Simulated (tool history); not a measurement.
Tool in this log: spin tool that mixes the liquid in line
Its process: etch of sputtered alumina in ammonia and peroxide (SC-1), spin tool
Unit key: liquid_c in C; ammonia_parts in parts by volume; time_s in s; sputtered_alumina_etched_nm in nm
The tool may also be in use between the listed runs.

run    day  liquid_c  ammonia_parts  time_s  sputtered_alumina_etched_nm
  1      0        62           0.65      25                       1.2871
  2  0.312      55.5           0.65      25                      0.90689
  3  0.404        58           0.65      25                       1.0352
  4    0.7        60           0.65      25                       1.1526
  5  0.988      61.5           0.65      25                       1.2447
  6  1.296      62.5           0.65      25                       1.3168
  7  1.579        68           0.65      25                       1.7218
     1.825  -- thermometer replaced
  8  1.825        68           0.65      25                       1.8808

Expected results for the next run?
  9  1.958      67.5           0.65      25                            ?

sputtered_alumina_etched_nm: 1.8496 nm
